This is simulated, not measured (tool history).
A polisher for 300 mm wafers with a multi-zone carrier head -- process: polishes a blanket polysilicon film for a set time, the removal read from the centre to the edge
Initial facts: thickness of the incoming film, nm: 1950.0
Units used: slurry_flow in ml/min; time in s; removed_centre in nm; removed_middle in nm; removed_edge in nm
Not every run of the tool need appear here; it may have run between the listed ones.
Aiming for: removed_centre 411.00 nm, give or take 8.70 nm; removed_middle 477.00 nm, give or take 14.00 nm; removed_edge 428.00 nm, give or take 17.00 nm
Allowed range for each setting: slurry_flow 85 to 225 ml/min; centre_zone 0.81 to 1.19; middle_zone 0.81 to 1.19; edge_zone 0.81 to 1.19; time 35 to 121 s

run  hour  slurry_flow  centre_zone  middle_zone  edge_zone  time  removed_centre  removed_middle  removed_edge
  1   0.0          145         1.00         1.00       1.00    78          432.38          420.26        430.69
  2   2.4          145         0.99         1.02       1.00    78          429.33          427.73        431.73
  3  10.0          145         0.98         1.04       1.00    78          422.75          437.70        428.56
  4  16.8          145         0.98         1.05       1.00    78          421.33          438.94        430.33
  5  24.8          145         0.98         1.06       1.00    78          420.14          441.51        429.22
  6  29.1          145         0.91         1.06       1.00    78          390.95          438.89        432.44
  7  30.9          150         0.91         1.07       0.99    78          398.70          446.45        418.96
     33.5  -- worn pad replaced by a new one
  8  33.5          150         0.91         1.08       0.99    78          416.59          483.29        449.55

4 candidate next runs follow, results not yet known. Just one meets every target within its allowed miss. Identify it.
  A  36.1          145         0.88         1.14       1.03    79               ?               ?             ?
  B  36.1          120         0.92         1.03       1.01    82               ?               ?             ?
  C  36.1          165         0.90         1.09       0.89    76               ?               ?             ?
  D  36.1          200         0.87         1.11       1.14    76               ?               ?             ?

move  removed_centre  removed_middle  removed_edge
   A          404.32          506.95        461.73
   B          423.45          467.76        465.95
   C          406.55          478.48        426.41
   D          404.69          498.81        478.80
A: further off than the last run
B: further off than the last run
C: every result lands within tolerance
D: further off than the last run
The move that meets every target is C.
